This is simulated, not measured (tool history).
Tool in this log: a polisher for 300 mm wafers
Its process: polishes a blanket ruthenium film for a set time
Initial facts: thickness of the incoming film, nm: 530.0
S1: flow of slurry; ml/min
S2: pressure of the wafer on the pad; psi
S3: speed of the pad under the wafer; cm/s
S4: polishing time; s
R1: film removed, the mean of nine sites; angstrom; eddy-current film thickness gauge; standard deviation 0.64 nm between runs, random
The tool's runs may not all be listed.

run,hour,S1,S2,S3,S4,R1
1,0,160,1.8,120,59,813.09
2,4.1,160,1.7,120,59,763.2
3,5,160,1.6,120,59,719.59
4,5.9,160,1.9,120,59,858.23
5,9.9,160,1.9,140,59,990.89
6,15.3,160,1.9,126,59,879.54
7,16.9,160,1.7,126,59,792.52
8,20.6,160,1.6,126,59,759.81
9,27.5,160,1.5,126,59,708.47

The next listed run, before its measurement:
10,32.9,160,1.4,126,59,?

Run 10 gave R1 661.84 angstrom.
